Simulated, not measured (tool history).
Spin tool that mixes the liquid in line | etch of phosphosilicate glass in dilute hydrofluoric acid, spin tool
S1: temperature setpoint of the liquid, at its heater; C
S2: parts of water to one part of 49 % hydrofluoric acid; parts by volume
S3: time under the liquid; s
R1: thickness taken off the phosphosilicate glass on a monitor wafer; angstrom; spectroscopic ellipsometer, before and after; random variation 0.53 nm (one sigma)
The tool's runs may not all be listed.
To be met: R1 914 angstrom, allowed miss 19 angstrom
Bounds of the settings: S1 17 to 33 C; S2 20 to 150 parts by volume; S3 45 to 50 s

run    day    S1   S2  S3      R1
  1      0    25   85  45   483.7
  2  0.321    25   85  45  481.21
  3  0.471  28.5   85  45  555.89
  4  0.604  28.5  110  45  409.34
  5  0.896  28.5  110  45  409.56
  6  1.217  29.5   95  45  505.87
  7  1.292  30.5   85  45  600.29
  8  1.412    33   55  45  1053.8
  9  1.683    32   55  45  1008.3
 10  2.033  31.5   55  45  988.97
 11  2.083    31   55  45     974
 12  2.171  30.5   55  45  960.17
 13  2.212    30   55  45  942.23

Which of these 4 next moves meets every target?
  A  2.254  30.5  60  50   ?
  B  2.254    31  55  45   ?
  C  2.254    33  60  45   ?
  D  2.254  26.5  50  45   ?

move      R1
   A  967.35
   B  975.85
   C  958.13
   D  905.16
A: further off than the last run
B: further off than the last run
C: further off than the last run
D: meets every target
Answer: D
